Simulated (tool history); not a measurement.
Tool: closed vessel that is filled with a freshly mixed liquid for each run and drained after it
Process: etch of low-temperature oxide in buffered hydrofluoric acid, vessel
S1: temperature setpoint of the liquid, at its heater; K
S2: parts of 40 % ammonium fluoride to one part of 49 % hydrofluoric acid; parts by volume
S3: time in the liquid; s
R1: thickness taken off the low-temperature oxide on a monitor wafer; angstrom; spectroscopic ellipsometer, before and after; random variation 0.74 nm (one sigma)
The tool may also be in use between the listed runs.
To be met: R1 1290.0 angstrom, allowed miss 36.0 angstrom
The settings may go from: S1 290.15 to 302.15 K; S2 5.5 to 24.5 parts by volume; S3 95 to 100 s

Run 1, hour 0.0: S1 294.15 K, S2 15.0 parts by volume, S3 95 s. Result: R1 1682.6 angstrom.
Run 2, hour 4.1: S1 297.65 K, S2 15.0 parts by volume, S3 95 s. Result: R1 2037.7 angstrom.
Run 3, hour 10.3: S1 296.15 K, S2 15.0 parts by volume, S3 95 s. Result: R1 1870.8 angstrom.
Run 4, hour 12.8: S1 295.15 K, S2 15.0 parts by volume, S3 95 s. Result: R1 1766.7 angstrom.
Run 5, hour 19.4: S1 295.15 K, S2 13.5 parts by volume, S3 95 s. Result: R1 1958.7 angstrom.
Run 6, hour 22.8: S1 294.15 K, S2 14.0 parts by volume, S3 95 s. Result: R1 1791.0 angstrom.
Run 7, hour 23.4: S1 293.15 K, S2 14.5 parts by volume, S3 95 s. Result: R1 1641.9 angstrom.
Run 8, hour 27.0: S1 292.65 K, S2 15.0 parts by volume, S3 95 s. Result: R1 1539.6 angstrom.
Run 9, hour 35.9: S1 292.15 K, S2 15.0 parts by volume, S3 95 s. Result: R1 1499.9 angstrom.
Run 10, hour 42.6: S1 292.15 K, S2 15.0 parts by volume, S3 95 s. Result: R1 1500.8 angstrom.
Run 11, hour 44.6: S1 291.65 K, S2 15.0 parts by volume, S3 95 s. Result: R1 1439.1 angstrom.
Run 12, hour 51.5: S1 291.15 K, S2 15.0 parts by volume, S3 95 s. Result: R1 1408.9 angstrom.
Run 13, hour 55.6: S1 290.65 K, S2 15.5 parts by volume, S3 95 s. Result: R1 1326.8 angstrom.

Which of these 5 next moves meets every target?
Run A, hour 59.7: S1 290.15 K, S2 15.5 parts by volume, S3 100 s. Result: R1 ?.
Run B, hour 59.7: S1 290.65 K, S2 16.0 parts by volume, S3 100 s. Result: R1 ?.
Run C, hour 59.7: S1 290.15 K, S2 14.5 parts by volume, S3 95 s. Result: R1 ?.
Run D, hour 59.7: S1 290.15 K, S2 15.5 parts by volume, S3 95 s. Result: R1 ?.
Run E, hour 59.7: S1 291.15 K, S2 16.0 parts by volume, S3 100 s. Result: R1 ?.

move      R1
   A  1374.4
   B  1370.7
   C  1394.3
   D  1305.7
   E  1410.3
A: further off than the last run
B: further off than the last run
C: further off than the last run
D: meets every target
E: further off than the last run
The right move is D.

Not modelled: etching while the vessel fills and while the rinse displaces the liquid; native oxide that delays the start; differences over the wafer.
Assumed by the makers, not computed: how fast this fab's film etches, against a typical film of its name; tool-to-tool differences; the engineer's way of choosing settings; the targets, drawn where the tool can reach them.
